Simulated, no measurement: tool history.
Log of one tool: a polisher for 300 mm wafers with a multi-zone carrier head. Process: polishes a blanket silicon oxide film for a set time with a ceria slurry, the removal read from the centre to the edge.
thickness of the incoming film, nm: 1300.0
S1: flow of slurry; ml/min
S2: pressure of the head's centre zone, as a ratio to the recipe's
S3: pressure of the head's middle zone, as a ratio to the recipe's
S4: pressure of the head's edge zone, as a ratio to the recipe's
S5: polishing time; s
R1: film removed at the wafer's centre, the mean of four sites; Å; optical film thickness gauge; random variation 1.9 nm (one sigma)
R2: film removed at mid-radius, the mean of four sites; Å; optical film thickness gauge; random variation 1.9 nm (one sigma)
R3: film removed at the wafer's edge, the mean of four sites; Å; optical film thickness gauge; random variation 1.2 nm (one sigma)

| run | hour | S1 | S2 | S3 | S4 | S5 | R1 | R2 | R3 |
|---|---|---|---|---|---|---|---|---|---|
| 1 | 0.0 | 145 | 1.00 | 1.00 | 1.00 | 64 | 1801.7 | 1873.5 | 1846.8 |
| 2 | 7.3 | 145 | 1.00 | 1.00 | 1.04 | 64 | 1794.2 | 1830.8 | 1884.7 |
| 3 | 10.4 | 145 | 1.00 | 1.00 | 1.04 | 73 | 2105.4 | 2082.9 | 2163.2 |
| 4 | 17.9 | 145 | 1.00 | 1.00 | 1.04 | 80 | 2276.7 | 2291.1 | 2357.8 |
| 5 | 22.8 | 140 | 1.01 | 0.99 | 1.01 | 75 | 2184.9 | 2084.6 | 2163.0 |
| 6 | 25.7 | 135 | 1.01 | 0.99 | 0.98 | 71 | 1975.8 | 2004.8 | 1991.9 |
| 7 | 31.0 | 130 | 1.02 | 0.97 | 0.96 | 68 | 1948.2 | 1863.6 | 1908.8 |
| 8 | 37.5 | 130 | 1.02 | 0.97 | 0.94 | 65 | 1837.5 | 1778.3 | 1806.2 |
| 9 | 41.4 | 130 | 1.03 | 0.97 | 0.92 | 62 | 1777.4 | 1730.5 | 1663.7 |
| 10 | 45.0 | 130 | 1.03 | 0.97 | 0.92 | 62 | 1802.7 | 1723.5 | 1684.1 |
| 11 | 51.7 | 125 | 1.03 | 0.96 | 0.91 | 60 | 1719.9 | 1624.5 | 1633.1 |
| 12 | 56.7 | 120 | 1.03 | 0.96 | 0.90 | 59 | 1649.4 | 1573.9 | 1600.6 |
| 13 | 64.8 | 120 | 1.03 | 0.96 | 0.89 | 58 | 1617.6 | 1567.0 | 1536.1 |

The next listed run, before its measurement:
| 14 | 70.9 | 115 | 1.03 | 0.96 | 0.88 | 58 | ? | ? | ? |

R1: 1603.2 Å
R2: 1548.0 Å
R3: 1526.0 Å
